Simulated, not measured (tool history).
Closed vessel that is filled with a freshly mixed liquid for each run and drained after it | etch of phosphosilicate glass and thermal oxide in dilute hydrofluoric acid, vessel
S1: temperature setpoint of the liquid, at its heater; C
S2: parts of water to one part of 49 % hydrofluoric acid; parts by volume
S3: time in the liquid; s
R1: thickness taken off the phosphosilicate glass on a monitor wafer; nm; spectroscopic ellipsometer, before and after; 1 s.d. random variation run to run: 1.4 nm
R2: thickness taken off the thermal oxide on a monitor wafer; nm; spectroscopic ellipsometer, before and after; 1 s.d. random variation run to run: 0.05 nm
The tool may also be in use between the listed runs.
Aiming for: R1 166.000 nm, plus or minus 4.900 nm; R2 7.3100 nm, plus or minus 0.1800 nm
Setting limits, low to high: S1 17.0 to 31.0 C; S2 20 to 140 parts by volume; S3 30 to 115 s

run	hour	S1	S2	S3	R1	R2
1	0.0	23.0	75	60	87.073	3.8307
2	9.2	23.0	75	50	72.751	3.1838
3	13.0	20.0	75	50	63.740	2.8572
4	20.8	23.0	60	50	93.982	4.1223
5	25.8	23.0	45	50	126.210	5.5728
6	27.4	24.5	45	50	133.960	5.8992
7	28.9	26.0	45	50	144.880	6.2358
8	33.7	27.5	35	50	199.510	8.5821
9	35.0	27.5	35	50	202.070	8.7110
10	36.9	26.5	35	50	194.480	8.4315
11	39.1	25.5	35	50	184.070	8.0571
12	39.9	25.0	35	50	177.180	7.8398
13	43.1	24.5	35	50	174.710	7.6692
14	49.9	24.0	35	50	172.500	7.5855

Below are 4 possible settings for the next run. Only one of them brings all results inside the allowed miss of their targets. Which is it?
A	56.7	26.0	40	55	?	?
B	56.7	31.0	45	50	?	?
C	56.7	22.5	50	75	?	?
D	56.7	23.0	45	70	?	?

move	R1	R2
A	179.570	7.8988
B	175.900	7.7374
C	167.300	7.3592
D	178.290	7.8427
A: lands further from the targets than the last run did
B: lands further from the targets than the last run did
C: each result inside its tolerance
D: lands further from the targets than the last run did
Answer: C
